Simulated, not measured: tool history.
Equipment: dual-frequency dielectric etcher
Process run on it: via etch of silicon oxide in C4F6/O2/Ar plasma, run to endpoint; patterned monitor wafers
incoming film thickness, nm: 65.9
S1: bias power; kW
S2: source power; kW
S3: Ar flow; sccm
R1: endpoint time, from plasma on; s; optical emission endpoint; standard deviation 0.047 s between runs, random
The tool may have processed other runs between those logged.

run	hour	S1	S2	S3	R1
1	0	0.547	0.29	222	15.955
2	4	0.589	0.3	221	15.109
3	10.4	0.589	0.34	221	14.137
4	16.8	0.602	0.34	221	13.91
# hour 17.6: source power generator calibrated
5	17.6	0.602	0.3	221	14.482
6	22.8	0.614	0.3	221	14.434
7	28.5	0.627	0.3	221	14.222
8	29.4	0.637	0.3	221	14.123
9	33.4	0.647	0.3	221	13.881

Run 10, settings as shown, results not yet in. Your forecast:
10	39.3	0.653	0.3	221	?

Run 10 came out at R1 13.853 s.
